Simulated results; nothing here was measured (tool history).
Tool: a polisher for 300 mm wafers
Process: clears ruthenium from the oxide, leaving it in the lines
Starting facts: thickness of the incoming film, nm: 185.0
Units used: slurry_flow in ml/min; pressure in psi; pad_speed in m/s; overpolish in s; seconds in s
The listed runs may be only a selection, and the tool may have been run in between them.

run,hour,slurry_flow,pressure,pad_speed,overpolish,seconds
1,0,195,2.6,0.84,7,163.41
2,2,195,2,0.84,7,210.71
3,6,195,2,0.84,7,212.84
4,6.9,165,2,0.84,7,211.68
5,14.1,165,2,0.84,6,216.36
6,21.7,165,1.9,0.78,6,242.59
7,30.6,165,1.8,0.74,6,268.31
8,35.1,165,1.7,0.7,6,301.36

Run 9, settings as shown, results not yet in. Your forecast:
9,40.8,155,1.2,0.54,6,?

seconds: 536.99 s
